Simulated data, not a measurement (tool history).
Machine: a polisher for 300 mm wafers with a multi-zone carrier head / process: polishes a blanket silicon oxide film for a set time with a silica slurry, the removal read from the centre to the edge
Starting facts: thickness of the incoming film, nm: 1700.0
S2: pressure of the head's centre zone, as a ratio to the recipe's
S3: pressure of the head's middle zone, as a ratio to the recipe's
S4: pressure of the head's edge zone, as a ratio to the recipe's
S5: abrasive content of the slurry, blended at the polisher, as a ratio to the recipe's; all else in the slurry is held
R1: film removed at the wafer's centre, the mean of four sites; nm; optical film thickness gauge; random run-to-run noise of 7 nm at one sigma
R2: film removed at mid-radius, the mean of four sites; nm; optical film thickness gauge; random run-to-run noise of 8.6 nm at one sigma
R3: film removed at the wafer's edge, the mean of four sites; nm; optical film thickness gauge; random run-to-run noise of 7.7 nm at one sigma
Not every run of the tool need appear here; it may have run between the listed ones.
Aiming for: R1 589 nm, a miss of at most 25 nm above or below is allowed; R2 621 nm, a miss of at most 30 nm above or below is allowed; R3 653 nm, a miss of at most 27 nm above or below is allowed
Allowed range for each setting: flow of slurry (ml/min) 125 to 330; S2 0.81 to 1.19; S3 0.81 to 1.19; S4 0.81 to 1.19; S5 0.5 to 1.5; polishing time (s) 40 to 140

{"run": 1, "hour": 0.0, "flow of slurry (ml/min)": 210, "S2": 1, "S3": 1, "S4": 1, "S5": 1, "polishing time (s)": 90, "R1": 380.45, "R2": 384.49, "R3": 385.17}
{"run": 2, "hour": 7.9, "flow of slurry (ml/min)": 210, "S2": 0.93, "S3": 1, "S4": 1, "S5": 1, "polishing time (s)": 90, "R1": 365.72, "R2": 378.41, "R3": 402.38}
{"run": 3, "hour": 13.6, "flow of slurry (ml/min)": 210, "S2": 0.93, "S3": 1.07, "S4": 1, "S5": 1, "polishing time (s)": 90, "R1": 372.31, "R2": 411.65, "R3": 393.58}
{"run": 4, "hour": 14.2, "flow of slurry (ml/min)": 220, "S2": 0.93, "S3": 1.06, "S4": 1.03, "S5": 1.15, "polishing time (s)": 96, "R1": 437.01, "R2": 479.74, "R3": 463.1}
{"run": 5, "hour": 14.9, "flow of slurry (ml/min)": 230, "S2": 0.93, "S3": 1.04, "S4": 1.06, "S5": 1.25, "polishing time (s)": 99, "R1": 463.96, "R2": 505.09, "R3": 499.98}
{"run": 6, "hour": 19.3, "flow of slurry (ml/min)": 230, "S2": 0.93, "S3": 1.02, "S4": 1.07, "S5": 1.35, "polishing time (s)": 103, "R1": 502.91, "R2": 542.65, "R3": 557.06}
{"run": 7, "hour": 27.4, "flow of slurry (ml/min)": 230, "S2": 0.94, "S3": 1.02, "S4": 1.08, "S5": 1.4, "polishing time (s)": 105, "R1": 524.44, "R2": 555.89, "R3": 573.18}
{"run": 8, "hour": 32.7, "flow of slurry (ml/min)": 240, "S2": 0.94, "S3": 1.02, "S4": 1.1, "S5": 1.45, "polishing time (s)": 107, "R1": 539.21, "R2": 592.36, "R3": 603.91}
{"run": 9, "hour": 35.6, "flow of slurry (ml/min)": 240, "S2": 0.94, "S3": 1.02, "S4": 1.1, "S5": 1.45, "polishing time (s)": 107, "R1": 533.26, "R2": 591.72, "R3": 605.93}
{"run": 10, "hour": 41.5, "flow of slurry (ml/min)": 240, "S2": 0.95, "S3": 1.01, "S4": 1.1, "S5": 1.45, "polishing time (s)": 109, "R1": 572.97, "R2": 581.99, "R3": 632.26}
{"run": 11, "hour": 44.1, "flow of slurry (ml/min)": 245, "S2": 0.95, "S3": 1.02, "S4": 1.11, "S5": 1.45, "polishing time (s)": 109, "R1": 559.14, "R2": 586.15, "R3": 621.35}

Which one of the following 5 next-run settings gets every result inside its allowed miss? There is exactly one.
{"run": "A", "hour": 46.7, "flow of slurry (ml/min)": 215, "S2": 1.02, "S3": 1.19, "S4": 0.87, "S5": 1, "polishing time (s)": 131, "R1": "?", "R2": "?", "R3": "?"}
{"run": "B", "hour": 46.7, "flow of slurry (ml/min)": 275, "S2": 0.95, "S3": 1.1, "S4": 1.17, "S5": 1.15, "polishing time (s)": 114, "R1": "?", "R2": "?", "R3": "?"}
{"run": "C", "hour": 46.7, "flow of slurry (ml/min)": 250, "S2": 0.92, "S3": 0.86, "S4": 1.19, "S5": 1.3, "polishing time (s)": 112, "R1": "?", "R2": "?", "R3": "?"}
{"run": "D", "hour": 46.7, "flow of slurry (ml/min)": 195, "S2": 1.11, "S3": 1.08, "S4": 0.97, "S5": 1.45, "polishing time (s)": 106, "R1": "?", "R2": "?", "R3": "?"}
{"run": "E", "hour": 46.7, "flow of slurry (ml/min)": 220, "S2": 0.95, "S3": 1.04, "S4": 1.12, "S5": 1.25, "polishing time (s)": 123, "R1": "?", "R2": "?", "R3": "?"}

move=A R1=585.15 R2=660.66 R3=535.48
move=B R1=536.92 R2=605.04 R3=602
move=C R1=538.08 R2=510.07 R3=633.33
move=D R1=618.03 R2=592.59 R3=552.4
move=E R1=587.11 R2=632.93 R3=650.88
A: brings the result that was furthest off to its target, and leaves another outside
B: the biggest miss grows against the last run
C: the biggest miss grows against the last run
D: carries the result that was furthest off beyond its target, to the other side
E: every result within its allowed miss
The move that meets every target is E.

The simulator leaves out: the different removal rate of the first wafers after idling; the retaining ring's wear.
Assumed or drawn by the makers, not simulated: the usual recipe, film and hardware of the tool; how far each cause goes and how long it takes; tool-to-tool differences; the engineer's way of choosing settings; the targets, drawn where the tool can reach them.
